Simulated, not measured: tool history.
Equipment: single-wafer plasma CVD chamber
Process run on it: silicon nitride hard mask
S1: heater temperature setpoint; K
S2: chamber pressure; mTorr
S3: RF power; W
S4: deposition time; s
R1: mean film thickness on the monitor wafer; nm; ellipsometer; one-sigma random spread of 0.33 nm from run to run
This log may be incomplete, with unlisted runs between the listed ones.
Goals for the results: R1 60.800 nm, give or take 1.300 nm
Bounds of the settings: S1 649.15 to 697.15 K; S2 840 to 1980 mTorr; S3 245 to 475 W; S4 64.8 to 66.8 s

run 1 day=0.000 | S1=673.15 S2=1410 S3=360 S4=64.8 | R1=77.051
run 2 day=0.204 | S1=673.15 S2=1250 S3=335 S4=64.8 | R1=69.367
run 3 day=0.454 | S1=673.15 S2=1130 S3=330 S4=64.8 | R1=65.560
run 4 day=0.675 | S1=673.15 S2=1070 S3=330 S4=64.8 | R1=64.025
run 5 day=0.921 | S1=673.15 S2=1070 S3=330 S4=66.8 | R1=66.733
run 6 day=1.042 | S1=673.15 S2=1070 S3=355 S4=66.8 | R1=69.635
run 7 day=1.312 | S1=673.15 S2=1000 S3=345 S4=66.7 | R1=65.934
run 8 day=1.458 | S1=673.15 S2=950 S3=340 S4=66.7 | R1=63.812
run 9 day=1.762 | S1=673.15 S2=950 S3=340 S4=66.7 | R1=64.402

Pick the move, out of 5, that brings all results within their allowed miss; only one does.
run A day=2.067 | S1=670.15 S2=910 S3=320 S4=64.8 | R1=?
run B day=2.067 | S1=671.15 S2=1000 S3=340 S4=64.8 | R1=?
run C day=2.067 | S1=674.15 S2=1000 S3=305 S4=64.8 | R1=?
run D day=2.067 | S1=683.15 S2=970 S3=330 S4=64.8 | R1=?
run E day=2.067 | S1=668.15 S2=1060 S3=325 S4=64.8 | R1=?

move=A R1=57.590
move=B R1=63.860
move=C R1=57.960
move=D R1=60.965
move=E R1=63.321
A: the result that was furthest off in the last run now lies on the other side of its target
B: closes in on the targets versus the last run, not all within tolerance yet
C: the result that was furthest off in the last run now lies on the other side of its target
D: all results in spec
E: closes in on the targets versus the last run, not all within tolerance yet
Answer: D

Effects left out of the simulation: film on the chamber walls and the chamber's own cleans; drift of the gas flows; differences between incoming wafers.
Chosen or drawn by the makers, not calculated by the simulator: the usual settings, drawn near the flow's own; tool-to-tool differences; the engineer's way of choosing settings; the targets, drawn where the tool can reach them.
